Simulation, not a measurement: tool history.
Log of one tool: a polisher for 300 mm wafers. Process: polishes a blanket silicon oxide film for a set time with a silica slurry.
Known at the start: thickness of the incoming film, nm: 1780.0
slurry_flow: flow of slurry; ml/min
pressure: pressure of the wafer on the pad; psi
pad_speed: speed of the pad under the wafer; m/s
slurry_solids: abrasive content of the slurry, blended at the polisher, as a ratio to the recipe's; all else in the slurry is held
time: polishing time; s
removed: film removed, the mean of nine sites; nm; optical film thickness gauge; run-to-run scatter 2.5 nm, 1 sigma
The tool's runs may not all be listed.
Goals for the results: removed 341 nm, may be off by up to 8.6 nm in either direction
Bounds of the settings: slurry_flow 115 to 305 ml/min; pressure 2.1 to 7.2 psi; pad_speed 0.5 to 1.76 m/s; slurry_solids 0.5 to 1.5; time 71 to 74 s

run 1 hour=0 | slurry_flow=195 pressure=4.6 pad_speed=1.12 slurry_solids=1 time=71 | removed=262.26
run 2 hour=6.9 | slurry_flow=205 pressure=5 pad_speed=1.12 slurry_solids=1 time=71 | removed=283.89
run 3 hour=13.8 | slurry_flow=205 pressure=5 pad_speed=0.84 slurry_solids=1 time=71 | removed=222.25
run 4 hour=17.7 | slurry_flow=210 pressure=5.7 pad_speed=0.84 slurry_solids=1 time=71 | removed=250.8
run 5 hour=22 | slurry_flow=210 pressure=5.7 pad_speed=0.84 slurry_solids=1.1 time=71 | removed=263.93
run 6 hour=30 | slurry_flow=185 pressure=5.7 pad_speed=0.84 slurry_solids=1.1 time=71 | removed=254.08
run 7 hour=31.9 | slurry_flow=215 pressure=6.1 pad_speed=0.84 slurry_solids=1.1 time=71 | removed=280.84
run 8 hour=35.1 | slurry_flow=230 pressure=6.4 pad_speed=0.84 slurry_solids=1.1 time=71 | removed=290.5
run 9 hour=43.5 | slurry_flow=230 pressure=6.7 pad_speed=0.86 slurry_solids=1.1 time=71 | removed=310.76
run 10 hour=51.4 | slurry_flow=230 pressure=6.9 pad_speed=0.86 slurry_solids=1.1 time=71 | removed=314.57

Which single option among these 5 for the next run brings every result within its allowed miss of target? Just one does.
run A hour=59.3 | slurry_flow=230 pressure=6.8 pad_speed=0.88 slurry_solids=1.3 time=74 | removed=?
run B hour=59.3 | slurry_flow=280 pressure=7.2 pad_speed=0.76 slurry_solids=1.05 time=74 | removed=?
run C hour=59.3 | slurry_flow=160 pressure=7.2 pad_speed=1.02 slurry_solids=0.9 time=74 | removed=?
run D hour=59.3 | slurry_flow=265 pressure=7.1 pad_speed=0.88 slurry_solids=0.8 time=73 | removed=?
run E hour=59.3 | slurry_flow=210 pressure=6.1 pad_speed=0.86 slurry_solids=1.05 time=71 | removed=?

move=A removed=364.54
move=B removed=316.49
move=C removed=342.64
move=D removed=298.63
move=E removed=281.12
A: moves the result that the last run missed by most past its target, out the other side
B: nearer the targets than the last run, but a result is still out of spec
C: each result inside its tolerance
D: moves away from the targets compared with the last run
E: moves away from the targets compared with the last run
Answer: C
